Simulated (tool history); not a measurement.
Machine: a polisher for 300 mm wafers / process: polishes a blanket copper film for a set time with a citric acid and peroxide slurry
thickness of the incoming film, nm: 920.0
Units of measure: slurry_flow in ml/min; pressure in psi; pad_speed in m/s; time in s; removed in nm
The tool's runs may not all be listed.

run	hour	slurry_flow	pressure	pad_speed	slurry_solids	time	removed
1	0.0	260	3.0	1.02	1.0	45	84.299
2	6.2	260	3.0	1.02	1.0	45	85.067
3	11.8	260	2.7	1.02	1.0	45	78.862
4	17.7	260	2.7	1.02	1.1	45	79.493
5	25.1	260	2.4	1.02	1.1	45	71.581
6	34.0	260	2.2	1.02	1.1	45	66.188

Run 7 is up next; what results do you expect?
7	38.2	260	2.1	1.02	1.1	45	?

removed: 64.193 nm

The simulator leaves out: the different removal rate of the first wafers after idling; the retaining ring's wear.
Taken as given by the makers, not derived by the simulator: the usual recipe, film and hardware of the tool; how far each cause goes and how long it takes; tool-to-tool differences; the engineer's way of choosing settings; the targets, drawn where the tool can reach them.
